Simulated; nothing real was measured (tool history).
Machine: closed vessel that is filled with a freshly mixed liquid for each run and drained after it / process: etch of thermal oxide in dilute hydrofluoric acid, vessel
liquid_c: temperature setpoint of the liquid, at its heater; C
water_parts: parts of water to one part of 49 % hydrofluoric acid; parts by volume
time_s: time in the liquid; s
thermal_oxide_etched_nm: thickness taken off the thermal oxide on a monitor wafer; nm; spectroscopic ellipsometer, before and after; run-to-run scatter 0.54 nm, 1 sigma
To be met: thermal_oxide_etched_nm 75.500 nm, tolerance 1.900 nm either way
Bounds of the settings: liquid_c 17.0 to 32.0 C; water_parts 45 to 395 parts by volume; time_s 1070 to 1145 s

run,hour,liquid_c,water_parts,time_s,thermal_oxide_etched_nm
1,0.0,24.0,220,1070,20.607
2,2.3,26.0,170,1075,30.209
3,3.5,29.5,170,1075,34.697
4,9.0,29.5,230,1075,23.755
5,9.6,31.0,230,1075,24.825
6,16.8,31.0,295,1075,17.949
7,18.9,31.0,295,1075,18.010
8,26.5,31.5,225,1090,26.312
9,28.1,31.5,175,1105,36.661
10,34.0,31.5,175,1105,36.539

Next run, 5 choices. One meets every target within its allowed miss, the rest don't. Which?
A,39.9,30.0,140,1130,?
B,39.9,32.0,100,1145,?
C,39.9,31.0,105,1110,?
D,39.9,32.0,130,1135,?
E,39.9,26.5,125,1145,?

move,thermal_oxide_etched_nm
A,46.704
B,75.383
C,66.591
D,55.043
E,47.458
A: nearer the targets than the last run, but a result is still out of spec
B: each result inside its tolerance
C: nearer the targets than the last run, but a result is still out of spec
D: nearer the targets than the last run, but a result is still out of spec
E: nearer the targets than the last run, but a result is still out of spec
The right move is B.
